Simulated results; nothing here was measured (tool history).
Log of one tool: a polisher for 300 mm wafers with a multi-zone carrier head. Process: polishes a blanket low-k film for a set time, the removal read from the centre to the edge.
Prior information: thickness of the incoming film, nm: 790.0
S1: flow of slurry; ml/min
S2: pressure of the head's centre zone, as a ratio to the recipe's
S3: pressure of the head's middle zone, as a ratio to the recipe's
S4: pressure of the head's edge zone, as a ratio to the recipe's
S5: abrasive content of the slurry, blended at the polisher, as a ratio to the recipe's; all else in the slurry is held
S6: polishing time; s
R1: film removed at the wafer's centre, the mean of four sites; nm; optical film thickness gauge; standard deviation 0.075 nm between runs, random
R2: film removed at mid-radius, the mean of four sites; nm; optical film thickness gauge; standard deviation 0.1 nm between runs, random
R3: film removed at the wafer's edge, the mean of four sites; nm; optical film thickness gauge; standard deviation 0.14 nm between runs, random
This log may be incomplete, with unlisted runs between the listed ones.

{"run": 1, "hour": 0.0, "S1": 235, "S2": 1.0, "S3": 1.0, "S4": 1.0, "S5": 1.0, "S6": 47, "R1": 13.214, "R2": 13.377, "R3": 14.035}
{"run": 2, "hour": 4.2, "S1": 235, "S2": 1.01, "S3": 1.01, "S4": 0.97, "S5": 0.95, "S6": 47, "R1": 13.026, "R2": 13.052, "R3": 13.004}
{"run": 3, "hour": 11.3, "S1": 235, "S2": 1.01, "S3": 0.94, "S4": 0.97, "S5": 0.95, "S6": 47, "R1": 12.983, "R2": 12.121, "R3": 13.544}
{"run": 4, "hour": 19.3, "S1": 280, "S2": 1.01, "S3": 0.94, "S4": 0.97, "S5": 0.95, "S6": 47, "R1": 13.369, "R2": 12.497, "R3": 13.38}
{"run": 5, "hour": 25.0, "S1": 280, "S2": 1.01, "S3": 1.02, "S4": 0.97, "S5": 0.95, "S6": 47, "R1": 13.284, "R2": 13.493, "R3": 13.761}
{"run": 6, "hour": 30.2, "S1": 280, "S2": 1.01, "S3": 1.02, "S4": 0.97, "S5": 0.95, "S6": 36, "R1": 10.126, "R2": 10.337, "R3": 10.221}
{"run": 7, "hour": 35.0, "S1": 285, "S2": 1.03, "S3": 1.04, "S4": 0.97, "S5": 0.95, "S6": 36, "R1": 10.576, "R2": 10.546, "R3": 10.464}
{"run": 8, "hour": 43.4, "S1": 290, "S2": 1.04, "S3": 1.06, "S4": 0.96, "S5": 0.95, "S6": 36, "R1": 10.532, "R2": 10.606, "R3": 10.301}
{"run": 9, "hour": 50.0, "S1": 295, "S2": 1.06, "S3": 1.08, "S4": 0.96, "S5": 0.95, "S6": 36, "R1": 10.783, "R2": 10.833, "R3": 10.296}
{"hour": 53.3, "done": "edge zone pressure recalibrated"}
{"run": 10, "hour": 53.3, "S1": 300, "S2": 1.08, "S3": 1.1, "S4": 0.96, "S5": 0.95, "S6": 36, "R1": 10.873, "R2": 10.835, "R3": 10.065}

Expected results for the next run?
{"run": 11, "hour": 57.5, "S1": 305, "S2": 1.09, "S3": 1.11, "S4": 0.97, "S5": 0.95, "S6": 36, "R1": "?", "R2": "?", "R3": "?"}

Logged for run 11: R1 11.069 nm, R2 11.183 nm, R3 9.9697 nm.
